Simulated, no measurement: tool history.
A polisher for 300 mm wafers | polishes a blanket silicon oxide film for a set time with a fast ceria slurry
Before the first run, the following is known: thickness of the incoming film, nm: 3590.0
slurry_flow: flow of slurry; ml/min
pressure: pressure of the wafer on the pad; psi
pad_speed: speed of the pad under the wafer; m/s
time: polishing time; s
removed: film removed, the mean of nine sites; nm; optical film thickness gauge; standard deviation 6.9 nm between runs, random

| run | hour | slurry_flow | pressure | pad_speed | time | removed |
|---|---|---|---|---|---|---|
| 1 | 0.0 | 150 | 3.0 | 1.18 | 38 | 710.46 |
| 2 | 5.4 | 160 | 3.2 | 1.18 | 38 | 778.37 |
| 3 | 12.8 | 160 | 2.7 | 1.18 | 38 | 654.57 |
| 4 | 19.3 | 170 | 3.0 | 1.18 | 38 | 737.80 |
| 5 | 27.1 | 180 | 3.2 | 1.18 | 38 | 792.93 |
| 6 | 34.3 | 185 | 3.3 | 1.18 | 38 | 812.80 |

What does the tool deliver on the next run?
| 7 | 39.5 | 185 | 3.4 | 1.18 | 38 | ? |

removed: 839.88 nm

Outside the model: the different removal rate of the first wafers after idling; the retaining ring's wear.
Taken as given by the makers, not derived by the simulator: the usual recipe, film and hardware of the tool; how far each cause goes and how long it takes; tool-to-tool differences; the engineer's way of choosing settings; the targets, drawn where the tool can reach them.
